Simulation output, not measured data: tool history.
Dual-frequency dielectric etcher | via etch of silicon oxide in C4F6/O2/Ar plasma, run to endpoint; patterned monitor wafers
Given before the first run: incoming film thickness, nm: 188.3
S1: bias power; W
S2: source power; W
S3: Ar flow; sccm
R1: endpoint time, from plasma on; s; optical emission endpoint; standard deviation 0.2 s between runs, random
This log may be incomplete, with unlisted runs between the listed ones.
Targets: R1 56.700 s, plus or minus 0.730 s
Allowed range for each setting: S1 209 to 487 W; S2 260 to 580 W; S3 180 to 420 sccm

run  hour   S1   S2   S3      R1
  1   0.0  348  420  300  50.281
  2   0.7  348  490  300  47.716
  3   2.9  348  540  300  46.240
  4  10.3  348  540  261  45.164
  5  16.8  348  540  217  44.268
  6  17.5  322  510  221  46.564
  7  24.7  301  490  225  48.187
  8  29.8  231  410  244  57.786

Consider the 5 candidate settings below. Which is the only one whose results all fall within their allowed miss of target?
  A  34.9  223  400  241   ?
  B  34.9  221  410  242   ?
  C  34.9  217  450  308   ?
  D  34.9  233  420  233   ?
  E  34.9  221  410  252   ?

move      R1
   A  58.617
   B  58.278
   C  58.246
   D  56.439
   E  58.563
A: further off than the last run
B: further off than the last run
C: further off than the last run
D: every result within its allowed miss
E: further off than the last run
Go with D: it meets all targets.
